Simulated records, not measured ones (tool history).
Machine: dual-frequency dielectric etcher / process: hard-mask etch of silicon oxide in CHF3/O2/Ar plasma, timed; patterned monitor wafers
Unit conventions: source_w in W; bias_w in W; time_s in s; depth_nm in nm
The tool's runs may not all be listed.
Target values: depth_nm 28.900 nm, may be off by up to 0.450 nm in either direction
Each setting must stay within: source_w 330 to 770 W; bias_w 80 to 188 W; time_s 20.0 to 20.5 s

{"run": 1, "day": 0.0, "source_w": 550, "bias_w": 134, "time_s": 20.0, "depth_nm": 33.591}
{"run": 2, "day": 0.225, "source_w": 550, "bias_w": 134, "time_s": 20.5, "depth_nm": 34.392}
{"run": 3, "day": 0.412, "source_w": 490, "bias_w": 130, "time_s": 20.5, "depth_nm": 32.479}
{"run": 4, "day": 0.483, "source_w": 450, "bias_w": 129, "time_s": 20.5, "depth_nm": 31.041}
{"run": 5, "day": 0.642, "source_w": 450, "bias_w": 129, "time_s": 20.0, "depth_nm": 30.232}
{"run": 6, "day": 0.683, "source_w": 450, "bias_w": 129, "time_s": 20.5, "depth_nm": 31.04}
{"run": 7, "day": 0.9, "source_w": 430, "bias_w": 129, "time_s": 20.5, "depth_nm": 30.327}
{"run": 8, "day": 1.271, "source_w": 370, "bias_w": 127, "time_s": 20.5, "depth_nm": 28.325}

4 next moves are on the table. One of them brings every result within its allowed miss. Which?
{"run": "A", "day": 1.642, "source_w": 330, "bias_w": 177, "time_s": 20.5, "depth_nm": "?"}
{"run": "B", "day": 1.642, "source_w": 450, "bias_w": 123, "time_s": 20.0, "depth_nm": "?"}
{"run": "C", "day": 1.642, "source_w": 430, "bias_w": 124, "time_s": 20.5, "depth_nm": "?"}
{"run": "D", "day": 1.642, "source_w": 440, "bias_w": 117, "time_s": 20.5, "depth_nm": "?"}

move=A depth_nm=29.190
move=B depth_nm=30.106
move=C depth_nm=30.266
move=D depth_nm=30.186
A: meets every target
B: takes the result that was furthest off past its target
C: takes the result that was furthest off past its target
D: takes the result that was furthest off past its target
Answer: A
